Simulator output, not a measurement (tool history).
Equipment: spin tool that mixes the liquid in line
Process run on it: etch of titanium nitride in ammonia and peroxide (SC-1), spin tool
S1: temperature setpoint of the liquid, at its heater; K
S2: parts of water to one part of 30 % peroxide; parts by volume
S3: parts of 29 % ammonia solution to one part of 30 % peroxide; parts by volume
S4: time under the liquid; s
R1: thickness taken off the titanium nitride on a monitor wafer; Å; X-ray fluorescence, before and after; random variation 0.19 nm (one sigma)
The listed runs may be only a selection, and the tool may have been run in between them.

run,hour,S1,S2,S3,S4,R1
1,0.0,323.15,11.5,0.95,325,196.84
2,8.8,317.15,11.5,0.95,325,128.21
3,12.3,321.65,11.5,0.95,325,179.04
4,16.7,324.65,11.5,0.95,325,219.53
5,23.7,324.65,11.5,1.10,325,221.55
6,26.0,327.15,11.5,1.10,325,264.64

Forecast run 7:
7,34.6,335.15,11.5,1.10,325,?

Run 7 came out at R1 453.99 Å.

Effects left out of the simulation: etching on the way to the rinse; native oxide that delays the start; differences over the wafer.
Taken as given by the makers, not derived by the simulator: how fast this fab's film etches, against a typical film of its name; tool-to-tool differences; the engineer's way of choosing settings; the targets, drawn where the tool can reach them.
